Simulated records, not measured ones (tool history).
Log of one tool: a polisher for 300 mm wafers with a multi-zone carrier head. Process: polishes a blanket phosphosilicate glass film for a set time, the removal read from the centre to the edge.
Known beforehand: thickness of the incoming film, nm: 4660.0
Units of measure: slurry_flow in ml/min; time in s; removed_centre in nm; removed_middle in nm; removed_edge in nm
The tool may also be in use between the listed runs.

run,day,slurry_flow,centre_zone,middle_zone,edge_zone,slurry_solids,time,removed_centre,removed_middle,removed_edge
1,0,295,1,1,1,1,87,918.35,938.81,972.11
2,0.038,295,0.92,1,1,1,87,839.79,940.77,963.96
3,0.242,295,0.93,0.99,1.02,1.05,88,866.7,963.88,998.67
4,0.512,295,0.93,0.99,1.02,1.05,70,696.61,756.21,805.25
5,0.558,295,0.94,0.97,1.04,1.1,74,744.76,801.46,864.67
6,0.742,295,0.95,0.95,1.06,1.15,78,807.74,848.65,929.98
7,1.021,290,0.96,0.93,1.08,1.2,81,874.37,865.55,993.27
8,1.129,285,0.96,0.92,1.09,1.25,84,915.05,900.07,1066.8
9,1.454,280,0.97,0.92,1.1,1.3,86,948.59,944.24,1103.9

Run 10 comes next. What will it give?
10,1.483,280,0.98,0.92,1.11,1.3,88,?,?,?

{"run 10": {"removed_centre": 982.53, "removed_middle": 966.76, "removed_edge": 1118.6}}
